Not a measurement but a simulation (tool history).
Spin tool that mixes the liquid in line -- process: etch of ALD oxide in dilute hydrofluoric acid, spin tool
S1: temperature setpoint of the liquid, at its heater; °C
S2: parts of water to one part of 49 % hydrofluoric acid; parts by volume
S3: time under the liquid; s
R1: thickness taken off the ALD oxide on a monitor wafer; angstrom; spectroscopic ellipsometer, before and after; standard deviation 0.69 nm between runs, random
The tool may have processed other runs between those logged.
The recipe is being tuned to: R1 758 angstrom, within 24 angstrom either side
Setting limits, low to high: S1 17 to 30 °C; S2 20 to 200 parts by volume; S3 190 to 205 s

run 1 hour=0 | S1=22 S2=110 S3=190 | R1=253.44
run 2 hour=5.6 | S1=22 S2=75 S3=190 | R1=384.93
run 3 hour=7.6 | S1=24 S2=65 S3=190 | R1=487.47
run 4 hour=16.2 | S1=25.5 S2=60 S3=190 | R1=558.63
run 5 hour=23.6 | S1=22.5 S2=60 S3=190 | R1=507.32
run 6 hour=25.7 | S1=22.5 S2=60 S3=205 | R1=535.93
run 7 hour=26.5 | S1=24.5 S2=60 S3=205 | R1=591.61
run 8 hour=35.2 | S1=26 S2=60 S3=205 | R1=614.83
run 9 hour=36.8 | S1=27 S2=60 S3=205 | R1=654.36
run 10 hour=39.2 | S1=28 S2=60 S3=205 | R1=683.91
run 11 hour=42 | S1=28.5 S2=60 S3=205 | R1=686.47
run 12 hour=46 | S1=28.5 S2=60 S3=205 | R1=675.92
run 13 hour=49.2 | S1=29 S2=60 S3=205 | R1=697.72
run 14 hour=55 | S1=29.5 S2=60 S3=205 | R1=702.18
run 15 hour=55.9 | S1=30 S2=55 S3=205 | R1=815.12
run 16 hour=62.8 | S1=29.5 S2=55 S3=205 | R1=778.1

Below are 4 possible settings for the next run. Only one of them brings all results inside the allowed miss of their targets. Which is it?
run A hour=69.7 | S1=27.5 S2=50 S3=205 | R1=?
run B hour=69.7 | S1=30 S2=55 S3=195 | R1=?
run C hour=69.7 | S1=29 S2=50 S3=195 | R1=?
run D hour=69.7 | S1=30 S2=55 S3=205 | R1=?

move=A R1=806.85
move=B R1=765.41
move=C R1=814.92
move=D R1=804.66
A: misses by more than the last run did
B: hits every target within its allowed miss
C: misses by more than the last run did
D: misses by more than the last run did
Correct choice: B, which meets every target
